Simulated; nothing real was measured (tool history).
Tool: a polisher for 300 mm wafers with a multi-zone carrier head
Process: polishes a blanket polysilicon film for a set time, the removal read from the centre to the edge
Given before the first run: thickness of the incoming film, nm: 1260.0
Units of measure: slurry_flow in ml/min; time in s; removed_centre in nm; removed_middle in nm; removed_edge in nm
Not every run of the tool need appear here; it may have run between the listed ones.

{"run": 1, "hour": 0.0, "slurry_flow": 295, "centre_zone": 1.0, "middle_zone": 1.0, "edge_zone": 1.0, "time": 57, "removed_centre": 331.28, "removed_middle": 359.89, "removed_edge": 354.11}
{"run": 2, "hour": 5.3, "slurry_flow": 300, "centre_zone": 1.0, "middle_zone": 1.01, "edge_zone": 1.05, "time": 60, "removed_centre": 349.79, "removed_middle": 386.0, "removed_edge": 388.75}
{"run": 3, "hour": 8.4, "slurry_flow": 300, "centre_zone": 0.94, "middle_zone": 1.01, "edge_zone": 1.05, "time": 60, "removed_centre": 335.49, "removed_middle": 386.6, "removed_edge": 383.35}
{"run": 4, "hour": 11.2, "slurry_flow": 300, "centre_zone": 0.94, "middle_zone": 1.05, "edge_zone": 1.05, "time": 60, "removed_centre": 332.68, "removed_middle": 406.05, "removed_edge": 388.59}
{"run": 5, "hour": 20.1, "slurry_flow": 300, "centre_zone": 0.99, "middle_zone": 1.05, "edge_zone": 1.05, "time": 60, "removed_centre": 344.82, "removed_middle": 396.23, "removed_edge": 387.71}
{"run": 6, "hour": 26.8, "slurry_flow": 300, "centre_zone": 0.99, "middle_zone": 1.09, "edge_zone": 1.05, "time": 60, "removed_centre": 345.15, "removed_middle": 410.27, "removed_edge": 387.82}
{"run": 7, "hour": 29.8, "slurry_flow": 305, "centre_zone": 1.0, "middle_zone": 1.09, "edge_zone": 1.09, "time": 61, "removed_centre": 360.43, "removed_middle": 402.69, "removed_edge": 401.61}

Run 8 is up next; what results do you expect?
{"run": 8, "hour": 37.9, "slurry_flow": 310, "centre_zone": 0.99, "middle_zone": 1.1, "edge_zone": 1.11, "time": 62, "removed_centre": "?", "removed_middle": "?", "removed_edge": "?"}

removed_centre: 365.80 nm
removed_middle: 427.42 nm
removed_edge: 412.39 nm

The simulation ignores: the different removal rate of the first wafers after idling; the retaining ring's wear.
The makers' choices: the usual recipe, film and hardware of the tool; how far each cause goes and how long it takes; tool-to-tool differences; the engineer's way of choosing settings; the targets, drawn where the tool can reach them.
